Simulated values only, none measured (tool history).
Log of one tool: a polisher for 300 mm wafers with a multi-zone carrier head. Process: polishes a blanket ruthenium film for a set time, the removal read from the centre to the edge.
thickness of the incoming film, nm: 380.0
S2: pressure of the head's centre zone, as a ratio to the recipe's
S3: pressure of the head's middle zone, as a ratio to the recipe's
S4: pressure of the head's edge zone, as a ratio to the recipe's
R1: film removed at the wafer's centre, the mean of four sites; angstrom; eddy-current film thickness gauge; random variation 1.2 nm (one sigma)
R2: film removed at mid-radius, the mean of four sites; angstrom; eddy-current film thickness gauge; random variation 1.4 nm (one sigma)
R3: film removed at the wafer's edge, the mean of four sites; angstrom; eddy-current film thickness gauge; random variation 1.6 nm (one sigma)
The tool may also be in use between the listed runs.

Run 1, hour 0.0: flow of slurry (ml/min) 150, S2 1.00, S3 1.00, S4 1.00, polishing time (s) 77. Result: R1 1508.8 angstrom, R2 1511.5 angstrom, R3 1552.6 angstrom.
Run 2, hour 5.6: flow of slurry (ml/min) 145, S2 1.01, S3 0.97, S4 0.98, polishing time (s) 72. Result: R1 1426.2 angstrom, R2 1373.3 angstrom, R3 1405.3 angstrom.
Run 3, hour 7.0: flow of slurry (ml/min) 140, S2 1.00, S3 0.94, S4 0.98, polishing time (s) 69. Result: R1 1322.8 angstrom, R2 1268.2 angstrom, R3 1378.1 angstrom.
Run 4, hour 13.4: flow of slurry (ml/min) 165, S2 1.00, S3 0.94, S4 0.98, polishing time (s) 69. Result: R1 1366.3 angstrom, R2 1328.5 angstrom, R3 1381.4 angstrom.
Run 5, hour 19.3: flow of slurry (ml/min) 165, S2 1.00, S3 0.94, S4 0.94, polishing time (s) 69. Result: R1 1386.7 angstrom, R2 1310.0 angstrom, R3 1385.0 angstrom.
Run 6, hour 25.2: flow of slurry (ml/min) 160, S2 1.01, S3 0.92, S4 0.93, polishing time (s) 65. Result: R1 1272.4 angstrom, R2 1175.6 angstrom, R3 1299.8 angstrom.
Run 7, hour 27.4: flow of slurry (ml/min) 160, S2 1.01, S3 0.92, S4 0.93, polishing time (s) 65. Result: R1 1265.3 angstrom, R2 1229.2 angstrom, R3 1259.0 angstrom.
Run 8, hour 36.1: flow of slurry (ml/min) 150, S2 1.03, S3 0.89, S4 0.94, polishing time (s) 63. Result: R1 1259.7 angstrom, R2 1112.4 angstrom, R3 1213.8 angstrom.
Run 9, hour 44.1: flow of slurry (ml/min) 145, S2 1.03, S3 0.88, S4 0.93, polishing time (s) 62. Result: R1 1246.9 angstrom, R2 1089.6 angstrom, R3 1192.1 angstrom.
Run 10, hour 49.8: flow of slurry (ml/min) 140, S2 1.03, S3 0.87, S4 0.92, polishing time (s) 61. Result: R1 1188.0 angstrom, R2 1034.7 angstrom, R3 1164.4 angstrom.

Run 11 comes next. What will it give?
Run 11, hour 51.1: flow of slurry (ml/min) 135, S2 1.03, S3 0.87, S4 0.91, polishing time (s) 60. Result: R1 ?, R2 ?, R3 ?.

{"run 11": {"R1": 1168.3, "R2": 1022.5, "R3": 1141.9}}
